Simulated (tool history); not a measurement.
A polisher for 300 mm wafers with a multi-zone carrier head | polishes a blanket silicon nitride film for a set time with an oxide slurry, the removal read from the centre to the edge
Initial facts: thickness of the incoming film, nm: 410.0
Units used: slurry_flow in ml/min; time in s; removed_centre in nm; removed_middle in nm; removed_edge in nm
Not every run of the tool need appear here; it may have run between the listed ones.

Run 1, hour 0.0: slurry_flow 180 ml/min, centre_zone 1.00, middle_zone 1.00, edge_zone 1.00, slurry_solids 1.0, time 43 s. Result: removed_centre 23.346 nm, removed_middle 26.177 nm, removed_edge 25.364 nm.
Run 2, hour 5.1: slurry_flow 150 ml/min, centre_zone 1.00, middle_zone 1.00, edge_zone 1.00, slurry_solids 1.0, time 43 s. Result: removed_centre 23.163 nm, removed_middle 25.160 nm, removed_edge 24.745 nm.
Run 3, hour 8.2: slurry_flow 165 ml/min, centre_zone 1.03, middle_zone 1.02, edge_zone 1.00, slurry_solids 1.0, time 43 s. Result: removed_centre 24.081 nm, removed_middle 25.909 nm, removed_edge 24.896 nm.
Run 4, hour 14.2: slurry_flow 165 ml/min, centre_zone 1.03, middle_zone 1.02, edge_zone 0.92, slurry_solids 1.0, time 43 s. Result: removed_centre 23.727 nm, removed_middle 26.215 nm, removed_edge 24.238 nm.
Run 5, hour 17.1: slurry_flow 180 ml/min, centre_zone 1.06, middle_zone 1.04, edge_zone 0.94, slurry_solids 1.0, time 43 s. Result: removed_centre 25.233 nm, removed_middle 26.645 nm, removed_edge 24.609 nm.
Run 6, hour 20.5: slurry_flow 180 ml/min, centre_zone 1.06, middle_zone 1.04, edge_zone 0.88, slurry_solids 1.0, time 43 s. Result: removed_centre 24.837 nm, removed_middle 26.534 nm, removed_edge 24.287 nm.
Run 7, hour 24.3: slurry_flow 230 ml/min, centre_zone 1.13, middle_zone 1.13, edge_zone 0.98, slurry_solids 1.2, time 43 s. Result: removed_centre 30.220 nm, removed_middle 31.801 nm, removed_edge 28.240 nm.
Run 8, hour 30.1: slurry_flow 230 ml/min, centre_zone 1.13, middle_zone 1.13, edge_zone 0.98, slurry_solids 1.2, time 43 s. Result: removed_centre 30.305 nm, removed_middle 31.597 nm, removed_edge 27.574 nm.
Run 9, hour 35.2: slurry_flow 235 ml/min, centre_zone 1.13, middle_zone 1.13, edge_zone 0.98, slurry_solids 1.2, time 43 s. Result: removed_centre 30.449 nm, removed_middle 31.635 nm, removed_edge 28.724 nm.
Run 10, hour 37.5: slurry_flow 235 ml/min, centre_zone 1.13, middle_zone 1.13, edge_zone 0.98, slurry_solids 1.2, time 43 s. Result: removed_centre 30.305 nm, removed_middle 31.191 nm, removed_edge 28.208 nm.
Run 11, hour 44.0: slurry_flow 235 ml/min, centre_zone 1.13, middle_zone 1.14, edge_zone 0.98, slurry_solids 1.2, time 43 s. Result: removed_centre 30.239 nm, removed_middle 32.015 nm, removed_edge 28.250 nm.

What will run 12 give?
Run 12, hour 46.3: slurry_flow 240 ml/min, centre_zone 1.13, middle_zone 1.14, edge_zone 0.98, slurry_solids 1.2, time 43 s. Result: removed_centre ?, removed_middle ?, removed_edge ?.

Run 12 produced removed_centre 30.046 nm, removed_middle 31.999 nm, removed_edge 28.153 nm.
